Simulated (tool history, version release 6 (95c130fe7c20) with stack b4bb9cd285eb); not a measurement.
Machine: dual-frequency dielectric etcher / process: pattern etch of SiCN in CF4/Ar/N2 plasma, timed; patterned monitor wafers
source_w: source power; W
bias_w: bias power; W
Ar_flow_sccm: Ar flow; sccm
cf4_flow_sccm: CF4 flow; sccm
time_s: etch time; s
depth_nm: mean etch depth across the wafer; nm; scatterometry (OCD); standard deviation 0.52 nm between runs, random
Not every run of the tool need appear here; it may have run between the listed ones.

run  hour  source_w  bias_w  Ar_flow_sccm  cf4_flow_sccm  time_s  depth_nm
  1     0       530      71           114             58     120    120.82
  2   4.6       530      71           114             58     120    121.25
  3   6.3       510      71           114             58     120    116.74
  4  13.9       510      71           114             67     120    119.17
  5  19.2       490      71           114             67     120    115.74
  6  27.8       490      75           114             67     120    117.15
  7  29.4       470      75           114             67     120    113.16

Run 8 has not been measured yet. What should we expect?
  8  37.9       460      75           114             67     120         ?

Run 8 gave depth_nm 111.03 nm.
